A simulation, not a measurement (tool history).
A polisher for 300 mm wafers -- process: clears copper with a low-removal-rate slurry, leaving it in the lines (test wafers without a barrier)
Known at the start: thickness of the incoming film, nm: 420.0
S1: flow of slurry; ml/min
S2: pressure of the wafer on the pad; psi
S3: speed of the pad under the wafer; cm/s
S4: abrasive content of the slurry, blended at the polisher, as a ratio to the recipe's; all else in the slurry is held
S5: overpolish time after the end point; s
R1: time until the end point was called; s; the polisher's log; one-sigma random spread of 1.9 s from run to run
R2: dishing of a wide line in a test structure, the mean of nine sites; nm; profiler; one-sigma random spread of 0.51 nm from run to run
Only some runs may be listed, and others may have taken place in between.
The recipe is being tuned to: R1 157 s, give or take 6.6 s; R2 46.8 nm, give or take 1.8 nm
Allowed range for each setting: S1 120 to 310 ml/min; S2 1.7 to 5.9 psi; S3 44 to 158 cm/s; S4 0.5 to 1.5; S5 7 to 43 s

run,hour,S1,S2,S3,S4,S5,R1,R2
1,0,200,3.8,100,1,22,93.887,50.758
2,5.3,170,3.8,100,1,22,96.749,49.547
3,6.3,170,3.8,100,0.8,22,102.66,48.198
4,13.2,170,3.8,118,0.8,22,87.386,54.463
5,21.8,160,3.2,116,0.75,25,107.93,50.796
6,28.7,155,2.9,116,0.75,27,118.99,49.968
7,29.3,150,2.7,116,0.75,28,125.57,46.887
8,36.7,140,2.6,116,0.7,30,132.52,48.266

Which one of the following 5 next-run settings gets every result inside its allowed miss? There is exactly one.
A,44.1,155,2.5,100,0.7,39,?,?
B,44.1,190,2.2,136,0.6,34,?,?
C,44.1,120,2.6,124,1.05,26,?,?
D,44.1,170,2,130,0.95,36,?,?
E,44.1,190,2,134,0.5,35,?,?

move,R1,R2
A,155.94,50.607
B,132.4,50.731
C,114.13,47.601
D,137.24,50.798
E,153.71,46.205
A: the furthest-off result lands on target, but another misses its tolerance
B: about the same distance from the targets as the last run
C: lands further from the targets than the last run did
D: gains on the last run, yet a result remains outside its allowed miss
E: all results in spec
Move E is the one to make.

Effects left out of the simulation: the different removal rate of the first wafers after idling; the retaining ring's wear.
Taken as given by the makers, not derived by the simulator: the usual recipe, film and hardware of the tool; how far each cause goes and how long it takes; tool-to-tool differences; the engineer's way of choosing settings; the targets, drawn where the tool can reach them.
